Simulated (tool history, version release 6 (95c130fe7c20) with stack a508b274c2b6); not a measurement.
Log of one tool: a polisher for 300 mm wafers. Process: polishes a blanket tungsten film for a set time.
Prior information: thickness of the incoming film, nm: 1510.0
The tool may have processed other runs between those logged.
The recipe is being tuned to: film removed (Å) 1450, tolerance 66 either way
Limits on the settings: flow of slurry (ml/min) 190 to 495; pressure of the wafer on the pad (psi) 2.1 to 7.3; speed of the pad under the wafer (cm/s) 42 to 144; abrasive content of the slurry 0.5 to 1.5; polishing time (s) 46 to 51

| run | hour | flow of slurry (ml/min) | pressure of the wafer on the pad (psi) | speed of the pad under the wafer (cm/s) | abrasive content of the slurry | polishing time (s) | film removed (Å) |
|---|---|---|---|---|---|---|---|
| 1 | 0 | 320 | 4.7 | 92 | 1 | 51 | 2431.5 |
| 2 | 5.3 | 320 | 4.7 | 92 | 1 | 51 | 2512.6 |
| 3 | 12 | 320 | 4.2 | 92 | 1 | 51 | 2245.9 |
| 4 | 19.5 | 320 | 3.8 | 92 | 1 | 51 | 2077.6 |
| 5 | 21.3 | 320 | 3.5 | 92 | 1 | 51 | 1883.5 |
| 6 | 24.5 | 260 | 3.5 | 92 | 1 | 51 | 1872.8 |
| 7 | 33.4 | 260 | 3.3 | 92 | 1 | 51 | 1789.5 |
| 8 | 39.3 | 260 | 3.1 | 92 | 1 | 51 | 1711.9 |
| 9 | 44.4 | 260 | 3.1 | 92 | 1 | 51 | 1721.1 |
| 10 | 50.5 | 260 | 3 | 92 | 1 | 51 | 1676.2 |
| 11 | 54.5 | 260 | 2.9 | 92 | 1 | 51 | 1577.5 |
| 12 | 59.5 | 260 | 2.8 | 92 | 1 | 51 | 1554.7 |

Next run, 5 choices. One meets every target within its allowed miss, the rest don't. Which?
| A | 64.5 | 345 | 4.1 | 64 | 1.2 | 51 | ? |
| B | 64.5 | 235 | 2.8 | 90 | 1.05 | 48 | ? |
| C | 64.5 | 215 | 3.5 | 88 | 0.9 | 50 | ? |
| D | 64.5 | 265 | 2.6 | 102 | 1.05 | 51 | ? |
| E | 64.5 | 325 | 3.7 | 96 | 0.95 | 46 | ? |

| move | film removed (Å) |
|---|---|
| A | 1577.3 |
| B | 1403.5 |
| C | 1667 |
| D | 1608.7 |
| E | 1850.4 |
A: its largest miss is bigger than the last run's
B: in spec on every target
C: its largest miss is bigger than the last run's
D: its largest miss is bigger than the last run's
E: its largest miss is bigger than the last run's
Answer: B
